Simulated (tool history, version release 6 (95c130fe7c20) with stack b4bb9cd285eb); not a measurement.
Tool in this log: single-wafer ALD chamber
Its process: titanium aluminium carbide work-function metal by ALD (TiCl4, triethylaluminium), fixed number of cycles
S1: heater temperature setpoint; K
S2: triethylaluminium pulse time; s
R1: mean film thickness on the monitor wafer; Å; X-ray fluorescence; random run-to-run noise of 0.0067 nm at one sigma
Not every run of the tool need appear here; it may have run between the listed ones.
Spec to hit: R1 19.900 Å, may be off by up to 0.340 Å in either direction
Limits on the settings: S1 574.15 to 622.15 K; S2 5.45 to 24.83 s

run	hour	S1	S2	R1
1	0.0	598.15	15.14	22.179
2	4.6	598.15	18.87	22.458
3	9.5	598.15	22.94	22.420
4	12.4	605.15	22.94	22.887
5	18.3	605.15	19.43	22.888
6	25.5	596.15	15.21	22.202
7	31.8	584.15	10.37	20.666
8	32.5	584.15	10.37	20.680
9	36.4	584.15	10.37	20.681
# hour 43.2: thermocouple changed; heater temperature recalibrated
10	43.2	584.15	10.37	20.429

Which of these 5 next moves meets every target?
A	50.0	578.15	10.16	?
B	50.0	574.15	8.54	?
C	50.0	574.15	8.44	?
D	50.0	589.15	9.22	?
E	50.0	596.15	7.99	?

move	R1
A	19.829
B	19.185
C	19.161
D	20.580
E	20.845
A: all results in spec
B: moves the result that the last run missed by most past its target, out the other side
C: moves the result that the last run missed by most past its target, out the other side
D: further off than the last run
E: further off than the last run
Answer: A
